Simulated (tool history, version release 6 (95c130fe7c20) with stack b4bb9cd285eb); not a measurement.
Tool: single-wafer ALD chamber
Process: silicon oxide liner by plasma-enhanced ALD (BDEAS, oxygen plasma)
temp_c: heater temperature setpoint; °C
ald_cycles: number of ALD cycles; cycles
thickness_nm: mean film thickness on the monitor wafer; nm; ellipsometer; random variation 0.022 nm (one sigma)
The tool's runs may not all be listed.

run  hour  temp_c  ald_cycles  thickness_nm
  1     0     320          56        4.9024
  2   3.5     321          52        4.5377
  3     9     313          52         4.599
  4  17.5     305          52        4.6562
  5  20.2     306          49        4.3613
  6  24.9     312          49        4.3316
  7  27.5     312          47        4.1558

Forecast run 8:
  8  32.5     312          46             ?

{"run 8": {"thickness_nm": 4.0391}}
